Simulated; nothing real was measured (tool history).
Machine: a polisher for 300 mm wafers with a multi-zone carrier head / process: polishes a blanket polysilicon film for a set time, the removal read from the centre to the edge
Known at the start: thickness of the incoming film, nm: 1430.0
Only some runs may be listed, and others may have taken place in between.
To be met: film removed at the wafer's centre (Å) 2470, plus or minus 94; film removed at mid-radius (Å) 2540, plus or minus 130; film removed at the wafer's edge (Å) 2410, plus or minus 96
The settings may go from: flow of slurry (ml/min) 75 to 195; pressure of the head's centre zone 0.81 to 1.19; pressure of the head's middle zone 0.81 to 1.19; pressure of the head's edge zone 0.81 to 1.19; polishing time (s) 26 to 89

run,hour,flow of slurry (ml/min),pressure of the head's centre zone,pressure of the head's middle zone,pressure of the head's edge zone,polishing time (s),film removed at the wafer's centre (Å),film removed at mid-radius (Å),film removed at the wafer's edge (Å)
1,0,125,1,1,1,57,4202.8,4065.6,4140.9
2,4.1,125,0.99,1,0.98,53,3820.5,3878.3,3837.4
3,7.6,125,1,0.99,0.97,49,3544.3,3546,3501.2
4,13.6,125,1,0.95,0.97,49,3536.4,3462.4,3426.9
5,20.3,120,0.99,0.93,0.96,47,3353.3,3237,3340.5
6,21.1,100,0.99,0.93,0.96,47,3149.4,3107.3,3231.2
7,23.2,100,0.99,0.93,0.94,45,2982.2,2993.7,3017.9
8,24.4,100,0.99,0.92,0.92,44,2976.9,2758,2862.1
9,32.7,100,0.97,0.94,0.91,44,2841.2,2836.5,2912.3
10,37.4,100,1.01,0.99,0.81,33,2252.5,2236,2105.9
11,43.2,105,1,0.99,0.82,33,2230.2,2255.1,2124.7
12,46.7,110,1,0.99,0.83,33,2313.4,2297.6,2190.5
13,54.2,115,1,0.99,0.84,33,2335.3,2363.5,2226.8
14,62.8,115,1,0.99,0.84,33,2301.5,2401.1,2219.1
15,70.6,115,1,0.98,0.85,33,2384.1,2344.1,2172
16,77.2,115,1,0.98,0.86,33,2351.9,2318.4,2198.8
17,78.7,115,0.99,0.98,0.87,33,2327.1,2319.3,2211.7
18,83.2,115,0.99,0.98,0.88,33,2294.6,2277.6,2274.1
19,86.5,120,0.99,0.99,0.88,33,2394.6,2358.3,2242.8
20,94.9,120,0.98,1,0.89,33,2305.7,2441.8,2261
21,101.4,120,0.98,1,0.9,33,2350,2389.1,2292.3

Which of these 4 next moves meets every target?
A,107.9,145,0.91,1.19,0.81,32,?,?,?
B,107.9,130,0.87,1.17,0.81,36,?,?,?
C,107.9,120,0.98,1,0.89,35,?,?,?
D,107.9,130,0.91,1.08,0.88,33,?,?,?

move,film removed at the wafer's centre (Å),film removed at mid-radius (Å),film removed at the wafer's edge (Å)
A,2204.9,2704.8,2193.8
B,2313.1,2934.3,2425.8
C,2454.9,2506.3,2419
D,2210.1,2542.1,2300.4
A: misses by more than the last run did
B: misses by more than the last run did
C: all results land within tolerance of their targets
D: misses by more than the last run did
Correct choice: C, which meets every target
